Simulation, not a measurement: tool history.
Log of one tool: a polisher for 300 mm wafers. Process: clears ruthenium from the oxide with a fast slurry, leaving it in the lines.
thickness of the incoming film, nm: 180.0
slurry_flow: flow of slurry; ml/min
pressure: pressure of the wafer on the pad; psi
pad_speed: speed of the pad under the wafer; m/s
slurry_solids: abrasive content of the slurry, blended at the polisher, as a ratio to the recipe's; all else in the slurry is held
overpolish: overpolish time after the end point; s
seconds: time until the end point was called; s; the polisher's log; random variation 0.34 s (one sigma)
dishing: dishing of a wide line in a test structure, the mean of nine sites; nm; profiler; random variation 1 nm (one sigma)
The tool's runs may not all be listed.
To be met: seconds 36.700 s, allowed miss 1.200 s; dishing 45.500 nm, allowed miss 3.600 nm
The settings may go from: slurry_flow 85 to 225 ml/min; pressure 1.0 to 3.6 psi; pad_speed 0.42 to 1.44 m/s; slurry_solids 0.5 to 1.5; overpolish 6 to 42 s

Run 1, hour 0.0: slurry_flow 145 ml/min, pressure 2.3 psi, pad_speed 0.92 m/s, slurry_solids 1.0, overpolish 21 s. Result: seconds 50.742 s, dishing 63.677 nm.
Run 2, hour 2.8: slurry_flow 145 ml/min, pressure 2.3 psi, pad_speed 0.92 m/s, slurry_solids 1.2, overpolish 21 s. Result: seconds 47.183 s, dishing 67.280 nm.
Run 3, hour 11.8: slurry_flow 155 ml/min, pressure 2.5 psi, pad_speed 0.92 m/s, slurry_solids 1.2, overpolish 16 s. Result: seconds 43.972 s, dishing 59.639 nm.
Run 4, hour 13.0: slurry_flow 155 ml/min, pressure 2.5 psi, pad_speed 1.04 m/s, slurry_solids 1.2, overpolish 16 s. Result: seconds 38.687 s, dishing 64.713 nm.
Run 5, hour 19.7: slurry_flow 155 ml/min, pressure 2.5 psi, pad_speed 1.04 m/s, slurry_solids 1.3, overpolish 16 s. Result: seconds 37.480 s, dishing 66.405 nm.
Run 6, hour 27.0: slurry_flow 155 ml/min, pressure 2.5 psi, pad_speed 1.04 m/s, slurry_solids 1.3, overpolish 13 s. Result: seconds 37.939 s, dishing 54.907 nm.
Run 7, hour 29.1: slurry_flow 155 ml/min, pressure 2.5 psi, pad_speed 1.04 m/s, slurry_solids 1.3, overpolish 12 s. Result: seconds 37.740 s, dishing 51.449 nm.
Run 8, hour 37.5: slurry_flow 155 ml/min, pressure 2.5 psi, pad_speed 1.04 m/s, slurry_solids 1.3, overpolish 11 s. Result: seconds 38.011 s, dishing 46.041 nm.

Which of these 4 next moves meets every target?
Run A, hour 45.9: slurry_flow 155 ml/min, pressure 2.7 psi, pad_speed 1.00 m/s, slurry_solids 1.1, overpolish 14 s. Result: seconds ?, dishing ?.
Run B, hour 45.9: slurry_flow 175 ml/min, pressure 3.1 psi, pad_speed 0.88 m/s, slurry_solids 1.3, overpolish 10 s. Result: seconds ?, dishing ?.
Run C, hour 45.9: slurry_flow 165 ml/min, pressure 2.2 psi, pad_speed 1.06 m/s, slurry_solids 1.4, overpolish 13 s. Result: seconds ?, dishing ?.
Run D, hour 45.9: slurry_flow 115 ml/min, pressure 3.1 psi, pad_speed 0.88 m/s, slurry_solids 1.4, overpolish 11 s. Result: seconds ?, dishing ?.

move  seconds  dishing
   A   39.426   57.557
   B   37.009   45.235
   C   39.858   53.449
   D   39.198   46.793
A: further off than the last run
B: meets every target
C: further off than the last run
D: further off than the last run
Answer: B
